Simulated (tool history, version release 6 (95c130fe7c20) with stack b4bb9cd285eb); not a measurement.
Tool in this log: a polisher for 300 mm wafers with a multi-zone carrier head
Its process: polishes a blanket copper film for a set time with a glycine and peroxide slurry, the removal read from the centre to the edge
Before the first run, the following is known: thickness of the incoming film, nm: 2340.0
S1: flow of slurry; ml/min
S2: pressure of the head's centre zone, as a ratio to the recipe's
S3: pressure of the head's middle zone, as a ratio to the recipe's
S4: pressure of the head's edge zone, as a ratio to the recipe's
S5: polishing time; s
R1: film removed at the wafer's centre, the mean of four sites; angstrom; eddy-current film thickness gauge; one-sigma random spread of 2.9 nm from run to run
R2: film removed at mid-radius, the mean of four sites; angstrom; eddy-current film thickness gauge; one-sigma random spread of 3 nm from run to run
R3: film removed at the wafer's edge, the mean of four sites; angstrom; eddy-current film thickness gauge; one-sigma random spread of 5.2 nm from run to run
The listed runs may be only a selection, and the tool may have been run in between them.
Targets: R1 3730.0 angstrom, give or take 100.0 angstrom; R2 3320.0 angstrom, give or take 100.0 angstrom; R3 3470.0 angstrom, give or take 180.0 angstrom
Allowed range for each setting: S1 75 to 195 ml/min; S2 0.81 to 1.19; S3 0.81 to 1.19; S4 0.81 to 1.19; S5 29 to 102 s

run  hour   S1    S2    S3    S4  S5      R1      R2      R3
  1   0.0  125  1.00  1.00  1.00  65  2848.4  2844.6  3029.2
  2   5.4  135  1.02  1.00  1.01  65  2935.4  2855.2  3090.6
  3   9.6  140  1.04  1.01  1.01  65  2991.5  2948.6  3060.6
  4  17.6  140  1.04  1.01  1.01  58  2723.9  2587.3  2770.3
     21.9  -- edge zone pressure recalibrated
  5  21.9  140  1.04  1.01  1.09  58  2690.7  2636.5  2736.6
  6  27.0  140  1.04  1.01  1.05  58  2635.2  2587.6  2653.2
  7  32.8  145  1.05  1.01  1.04  60  2842.1  2733.0  2726.0
  8  40.8  140  1.06  1.01  1.04  63  2988.7  2825.1  2888.9

Pick the move, out of 5, that brings all results within their allowed miss; only one does.
  A  48.8  115  1.10  1.01  1.09  76   ?   ?   ?
  B  48.8  135  0.95  0.82  1.06  82   ?   ?   ?
  C  48.8  165  1.05  0.97  1.07  74   ?   ?   ?
  D  48.8  165  1.09  1.02  1.16  71   ?   ?   ?
  E  48.8  150  1.08  0.96  1.02  77   ?   ?   ?

move      R1      R2      R3
   A  3582.8  3322.7  3539.0
   B  3439.6  3104.3  3851.8
   C  3564.2  3323.4  3566.3
   D  3552.2  3325.6  3560.9
   E  3752.0  3377.4  3587.6
A: closer than the last run, but not yet in spec
B: closer than the last run, but not yet in spec
C: closer than the last run, but not yet in spec
D: closer than the last run, but not yet in spec
E: in spec on every target
The move that meets every target is E.
